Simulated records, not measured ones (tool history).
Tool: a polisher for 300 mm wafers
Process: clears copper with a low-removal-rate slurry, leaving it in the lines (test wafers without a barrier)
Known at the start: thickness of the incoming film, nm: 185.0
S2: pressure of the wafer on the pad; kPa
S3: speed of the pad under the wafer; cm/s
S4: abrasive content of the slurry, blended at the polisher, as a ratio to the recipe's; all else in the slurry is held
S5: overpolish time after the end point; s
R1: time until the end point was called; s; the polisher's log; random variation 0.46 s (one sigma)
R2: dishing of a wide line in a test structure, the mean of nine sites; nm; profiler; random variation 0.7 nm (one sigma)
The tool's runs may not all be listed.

{"run": 1, "day": 0.0, "flow of slurry (ml/min)": 215, "S2": 19.3, "S3": 90, "S4": 1.0, "S5": 14, "R1": 67.742, "R2": 23.101}
{"run": 2, "day": 0.225, "flow of slurry (ml/min)": 215, "S2": 16.5, "S3": 90, "S4": 1.0, "S5": 14, "R1": 78.085, "R2": 19.653}
{"run": 3, "day": 0.388, "flow of slurry (ml/min)": 215, "S2": 16.5, "S3": 90, "S4": 1.0, "S5": 11, "R1": 81.346, "R2": 16.141}
{"run": 4, "day": 0.688, "flow of slurry (ml/min)": 210, "S2": 20.0, "S3": 90, "S4": 1.0, "S5": 13, "R1": 66.174, "R2": 22.657}
{"run": 5, "day": 1.029, "flow of slurry (ml/min)": 210, "S2": 22.1, "S3": 90, "S4": 1.0, "S5": 14, "R1": 59.96, "R2": 24.396}
{"run": 6, "day": 1.2, "flow of slurry (ml/min)": 210, "S2": 26.2, "S3": 90, "S4": 1.0, "S5": 14, "R1": 50.214, "R2": 28.245}
{"run": 7, "day": 1.379, "flow of slurry (ml/min)": 210, "S2": 26.9, "S3": 90, "S4": 1.0, "S5": 15, "R1": 49.639, "R2": 30.245}

Forecast run 8:
{"run": 8, "day": 1.575, "flow of slurry (ml/min)": 210, "S2": 27.6, "S3": 90, "S4": 1.0, "S5": 16, "R1": "?", "R2": "?"}

{"run 8": {"R1": 48.533, "R2": 32.89}}
